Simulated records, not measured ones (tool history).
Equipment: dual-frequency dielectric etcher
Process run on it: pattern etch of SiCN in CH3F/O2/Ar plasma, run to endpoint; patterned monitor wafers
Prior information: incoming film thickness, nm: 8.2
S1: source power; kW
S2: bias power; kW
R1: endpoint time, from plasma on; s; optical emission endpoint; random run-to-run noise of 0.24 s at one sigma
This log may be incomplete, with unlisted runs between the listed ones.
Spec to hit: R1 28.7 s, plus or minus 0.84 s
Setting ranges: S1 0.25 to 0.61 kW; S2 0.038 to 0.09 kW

| run | hour | S1 | S2 | R1 |
|---|---|---|---|---|
| 1 | 0 | 0.43 | 0.064 | 23.728 |
| 2 | 8.2 | 0.51 | 0.064 | 21.661 |
| 3 | 15.4 | 0.51 | 0.054 | 23.218 |
| 4 | 23.3 | 0.51 | 0.049 | 24.036 |
| 5 | 27.4 | 0.5 | 0.048 | 25.098 |
| 6 | 28.3 | 0.58 | 0.048 | 23.051 |
| 7 | 29.6 | 0.56 | 0.047 | 23.583 |
| 8 | 30.4 | 0.54 | 0.046 | 24.357 |

Exercise: of the 5 proposed moves below, exactly one satisfies all targets within the stated allowed misses. Which move is it?
| A | 31.2 | 0.55 | 0.038 | ? |
| B | 31.2 | 0.61 | 0.062 | ? |
| C | 31.2 | 0.61 | 0.043 | ? |
| D | 31.2 | 0.59 | 0.071 | ? |
| E | 31.2 | 0.45 | 0.041 | ? |

| move | R1 |
|---|---|
| A | 25.849 |
| B | 19.742 |
| C | 23.111 |
| D | 18.945 |
| E | 28.181 |
A: nearer the targets than the last run, but a result is still out of spec
B: its largest miss is bigger than the last run's
C: its largest miss is bigger than the last run's
D: its largest miss is bigger than the last run's
E: meets every target
The move that meets every target is E.

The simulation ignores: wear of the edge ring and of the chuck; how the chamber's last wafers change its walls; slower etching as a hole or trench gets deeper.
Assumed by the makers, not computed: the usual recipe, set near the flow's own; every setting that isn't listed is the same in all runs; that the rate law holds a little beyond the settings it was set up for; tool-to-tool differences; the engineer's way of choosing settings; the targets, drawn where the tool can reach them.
